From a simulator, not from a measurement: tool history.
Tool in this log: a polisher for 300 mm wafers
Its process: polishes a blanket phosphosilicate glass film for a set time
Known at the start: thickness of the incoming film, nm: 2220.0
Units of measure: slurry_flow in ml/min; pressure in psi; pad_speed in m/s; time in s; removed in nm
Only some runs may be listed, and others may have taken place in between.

run 1 hour=0 | slurry_flow=180 pressure=2.5 pad_speed=0.88 slurry_solids=1 time=22 | removed=131.64
run 2 hour=2.5 | slurry_flow=175 pressure=2.3 pad_speed=0.86 slurry_solids=1 time=22 | removed=118.15
run 3 hour=3.6 | slurry_flow=170 pressure=2.1 pad_speed=0.86 slurry_solids=1 time=22 | removed=109.88
run 4 hour=9.7 | slurry_flow=170 pressure=1.9 pad_speed=0.84 slurry_solids=1 time=22 | removed=95.554
run 5 hour=16.5 | slurry_flow=170 pressure=1.9 pad_speed=0.92 slurry_solids=1 time=22 | removed=101.91
run 6 hour=19.2 | slurry_flow=145 pressure=1.9 pad_speed=0.92 slurry_solids=1 time=22 | removed=100.2
run 7 hour=24.7 | slurry_flow=145 pressure=1.8 pad_speed=0.92 slurry_solids=1 time=22 | removed=96.515
run 8 hour=31.2 | slurry_flow=145 pressure=1.7 pad_speed=0.92 slurry_solids=1 time=22 | removed=89.795

Run 9 comes next. What will it give?
run 9 hour=34.4 | slurry_flow=140 pressure=1.6 pad_speed=0.92 slurry_solids=1 time=22 | removed=?

removed: 85.249 nm
